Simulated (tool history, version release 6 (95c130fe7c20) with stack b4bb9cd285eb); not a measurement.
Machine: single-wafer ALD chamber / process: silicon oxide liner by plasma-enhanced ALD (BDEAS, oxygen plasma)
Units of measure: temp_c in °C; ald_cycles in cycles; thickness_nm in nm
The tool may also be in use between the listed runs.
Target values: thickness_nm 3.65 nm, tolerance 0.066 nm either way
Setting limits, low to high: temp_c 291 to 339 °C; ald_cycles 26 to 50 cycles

run 1 hour=0 | temp_c=315 ald_cycles=38 | thickness_nm=3.2127
run 2 hour=1.7 | temp_c=324 ald_cycles=38 | thickness_nm=3.1938
run 3 hour=5.3 | temp_c=317 ald_cycles=38 | thickness_nm=3.2064
run 4 hour=12.7 | temp_c=317 ald_cycles=33 | thickness_nm=2.7848
run 5 hour=14.1 | temp_c=317 ald_cycles=35 | thickness_nm=2.9518
run 6 hour=19 | temp_c=317 ald_cycles=33 | thickness_nm=2.7808
run 7 hour=20.4 | temp_c=317 ald_cycles=35 | thickness_nm=2.9695
run 8 hour=23.9 | temp_c=317 ald_cycles=36 | thickness_nm=3.0385
run 9 hour=30.8 | temp_c=314 ald_cycles=42 | thickness_nm=3.5756

Exercise: of the 5 proposed moves below, exactly one satisfies all targets within the stated allowed misses. Which move is it?
run A hour=37.7 | temp_c=317 ald_cycles=45 | thickness_nm=?
run B hour=37.7 | temp_c=312 ald_cycles=45 | thickness_nm=?
run C hour=37.7 | temp_c=327 ald_cycles=45 | thickness_nm=?
run D hour=37.7 | temp_c=318 ald_cycles=45 | thickness_nm=?
run E hour=37.7 | temp_c=328 ald_cycles=44 | thickness_nm=?

move=A thickness_nm=3.8162
move=B thickness_nm=3.8406
move=C thickness_nm=3.7673
move=D thickness_nm=3.8113
move=E thickness_nm=3.6788
A: the result that was furthest off in the last run now lies on the other side of its target
B: the result that was furthest off in the last run now lies on the other side of its target
C: the result that was furthest off in the last run now lies on the other side of its target
D: the result that was furthest off in the last run now lies on the other side of its target
E: hits every target within its allowed miss
The move that meets every target is E.
